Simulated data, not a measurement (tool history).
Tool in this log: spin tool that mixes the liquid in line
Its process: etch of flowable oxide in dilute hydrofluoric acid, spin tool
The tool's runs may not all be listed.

run    day  temperature setpoint of the liquid (°C)  parts of water to one part of 49 % hydrofluoric acid (parts by volume)  time under the liquid (s)  thickness taken off the flowable oxide on a monitor wafer (Å)
  1      0                                       21                                                                     195                        155                                                          238.9
  2  0.217                                       21                                                                     195                        165                                                         256.03
  3  0.329                                       23                                                                     175                        165                                                         310.26
  4  0.354                                     24.5                                                                     160                        165                                                         369.06
  5  0.408                                     25.5                                                                     155                        165                                                         397.17
  6  0.504                                       27                                                                     155                        165                                                         414.94
  7  0.829                                     27.5                                                                     150                        165                                                         444.64

For run 8, what comes out?
  8  0.862                                       28                                                                     150                        165                                                              ?

{"run 8": {"thickness taken off the flowable oxide on a monitor wafer (Å)": 453.55}}
